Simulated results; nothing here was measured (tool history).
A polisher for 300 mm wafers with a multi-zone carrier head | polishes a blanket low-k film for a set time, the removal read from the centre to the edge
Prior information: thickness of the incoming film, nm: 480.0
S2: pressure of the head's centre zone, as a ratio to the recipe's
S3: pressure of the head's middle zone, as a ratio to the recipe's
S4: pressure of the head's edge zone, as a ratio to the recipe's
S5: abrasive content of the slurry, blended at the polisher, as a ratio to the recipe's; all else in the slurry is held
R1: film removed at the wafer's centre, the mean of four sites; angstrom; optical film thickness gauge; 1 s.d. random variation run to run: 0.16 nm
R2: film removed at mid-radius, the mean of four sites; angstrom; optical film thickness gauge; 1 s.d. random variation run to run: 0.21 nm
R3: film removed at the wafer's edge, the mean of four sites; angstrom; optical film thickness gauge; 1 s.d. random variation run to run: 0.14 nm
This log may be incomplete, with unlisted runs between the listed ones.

{"run": 1, "hour": 0.0, "flow of slurry (ml/min)": 260, "S2": 1.0, "S3": 1.0, "S4": 1.0, "S5": 1.0, "polishing time (s)": 65, "R1": 195.83, "R2": 193.52, "R3": 192.8}
{"run": 2, "hour": 8.9, "flow of slurry (ml/min)": 300, "S2": 1.0, "S3": 1.0, "S4": 1.0, "S5": 1.0, "polishing time (s)": 65, "R1": 197.53, "R2": 196.14, "R3": 192.26}
{"run": 3, "hour": 13.8, "flow of slurry (ml/min)": 305, "S2": 1.0, "S3": 1.01, "S4": 0.98, "S5": 0.9, "polishing time (s)": 63, "R1": 182.25, "R2": 185.09, "R3": 181.46}
{"run": 4, "hour": 17.1, "flow of slurry (ml/min)": 310, "S2": 1.02, "S3": 1.03, "S4": 0.96, "S5": 0.85, "polishing time (s)": 60, "R1": 170.99, "R2": 172.59, "R3": 164.57}
{"run": 5, "hour": 18.4, "flow of slurry (ml/min)": 310, "S2": 1.02, "S3": 1.1, "S4": 0.96, "S5": 0.85, "polishing time (s)": 60, "R1": 171.29, "R2": 183.01, "R3": 163.44}
{"run": 6, "hour": 23.0, "flow of slurry (ml/min)": 310, "S2": 1.02, "S3": 1.1, "S4": 0.96, "S5": 1.0, "polishing time (s)": 60, "R1": 187.87, "R2": 202.53, "R3": 175.79}
{"run": 7, "hour": 30.0, "flow of slurry (ml/min)": 310, "S2": 1.03, "S3": 1.11, "S4": 0.95, "S5": 0.9, "polishing time (s)": 59, "R1": 175.45, "R2": 189.25, "R3": 161.91}
{"run": 8, "hour": 31.9, "flow of slurry (ml/min)": 300, "S2": 1.01, "S3": 1.07, "S4": 0.85, "S5": 0.65, "polishing time (s)": 57, "R1": 139.23, "R2": 147.53, "R3": 130.65}
{"run": 9, "hour": 32.5, "flow of slurry (ml/min)": 300, "S2": 1.01, "S3": 1.07, "S4": 0.84, "S5": 0.65, "polishing time (s)": 57, "R1": 139.85, "R2": 147.16, "R3": 127.88}

Forecast run 10:
{"run": 10, "hour": 36.7, "flow of slurry (ml/min)": 295, "S2": 1.01, "S3": 1.08, "S4": 0.82, "S5": 0.65, "polishing time (s)": 57, "R1": "?", "R2": "?", "R3": "?"}

{"run 10": {"R1": 141.66, "R2": 147.56, "R3": 125.14}}
